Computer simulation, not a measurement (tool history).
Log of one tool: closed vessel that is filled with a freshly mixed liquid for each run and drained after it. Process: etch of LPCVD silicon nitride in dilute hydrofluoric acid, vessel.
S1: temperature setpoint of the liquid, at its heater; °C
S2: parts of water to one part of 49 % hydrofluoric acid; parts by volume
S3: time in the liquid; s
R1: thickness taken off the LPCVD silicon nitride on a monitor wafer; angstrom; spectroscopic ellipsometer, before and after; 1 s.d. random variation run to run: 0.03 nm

run,hour,S1,S2,S3,R1
1,0,26,220,2790,75.175
2,1.8,28,220,2790,84.205
3,10.7,26,220,2790,75.442
4,13.8,26,220,3000,79.25
5,23.2,24.5,225,3000,70.894
6,28.3,24.5,200,3000,80.366

For run 7, what comes out?
7,34.8,23.5,210,3000,?

R1: 72.245 angstrom

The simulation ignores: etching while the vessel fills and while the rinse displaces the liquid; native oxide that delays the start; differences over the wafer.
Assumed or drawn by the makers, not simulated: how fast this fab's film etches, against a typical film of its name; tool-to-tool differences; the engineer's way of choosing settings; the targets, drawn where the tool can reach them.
